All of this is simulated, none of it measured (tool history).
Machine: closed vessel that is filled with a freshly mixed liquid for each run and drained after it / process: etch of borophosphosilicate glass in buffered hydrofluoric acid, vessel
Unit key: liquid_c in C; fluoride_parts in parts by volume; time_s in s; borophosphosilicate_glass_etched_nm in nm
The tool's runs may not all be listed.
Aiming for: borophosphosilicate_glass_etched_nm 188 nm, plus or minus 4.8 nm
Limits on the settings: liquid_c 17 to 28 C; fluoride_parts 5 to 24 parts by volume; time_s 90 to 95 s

run,hour,liquid_c,fluoride_parts,time_s,borophosphosilicate_glass_etched_nm
1,0,20,14.5,90,87.601
2,1.1,22,14.5,90,96.884
3,9.8,22,14.5,90,96.881
4,11.1,18.5,14.5,90,80.258
5,14.6,20,14.5,90,87.64
6,21,20,11,90,114.56
7,22.5,22,10.5,90,132.18
8,24,22,10.5,90,133
9,29.3,23.5,10.5,90,145.85
10,32.3,24.5,10.5,90,152.67
11,39.1,25.5,10.5,90,162.41
12,45.4,26,10.5,90,165.42
13,52.5,26.5,10.5,90,171.13

Which one of the following 4 next-run settings gets every result inside its allowed miss? There is exactly one.
A,59.6,27,9.5,95,?
B,59.6,25,8.5,95,?
C,59.6,21,7,90,?
D,59.6,25.5,8.5,95,?

move,borophosphosilicate_glass_etched_nm
A,197.01
B,195.16
C,184.17
D,200.45
A: carries the result that was furthest off beyond its target, to the other side
B: carries the result that was furthest off beyond its target, to the other side
C: each result inside its tolerance
D: carries the result that was furthest off beyond its target, to the other side
C meets every target.
